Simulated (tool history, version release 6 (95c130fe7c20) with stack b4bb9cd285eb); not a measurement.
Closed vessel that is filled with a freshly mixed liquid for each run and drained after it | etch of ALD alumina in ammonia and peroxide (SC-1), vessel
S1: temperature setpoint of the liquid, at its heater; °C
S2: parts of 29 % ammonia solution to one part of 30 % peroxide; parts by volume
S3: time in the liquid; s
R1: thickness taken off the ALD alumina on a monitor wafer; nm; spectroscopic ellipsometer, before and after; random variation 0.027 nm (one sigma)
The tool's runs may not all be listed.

run,hour,S1,S2,S3,R1
1,0.0,50.0,0.95,60,4.5645
2,4.7,50.0,0.95,60,4.5819
3,7.3,51.0,0.95,60,4.8459
4,9.4,47.0,0.95,60,3.8835
5,17.9,48.5,0.95,60,4.2042
6,23.4,44.5,0.95,60,3.3693
7,24.8,46.5,0.95,60,3.7379
8,32.0,48.0,0.95,60,4.1003
9,37.4,49.5,0.95,60,4.4770
10,38.4,50.5,0.95,60,4.6999
# hour 39.0: ammonia flow meter replaced
11,39.0,51.5,0.95,60,5.0088
12,43.2,52.0,0.95,60,5.1372
13,51.9,52.5,0.95,60,5.2672
14,59.4,53.0,0.95,60,5.4811

Run 15 comes next. What will it give?
15,66.6,53.5,0.95,60,?

Run 15 gave R1 5.5899 nm.
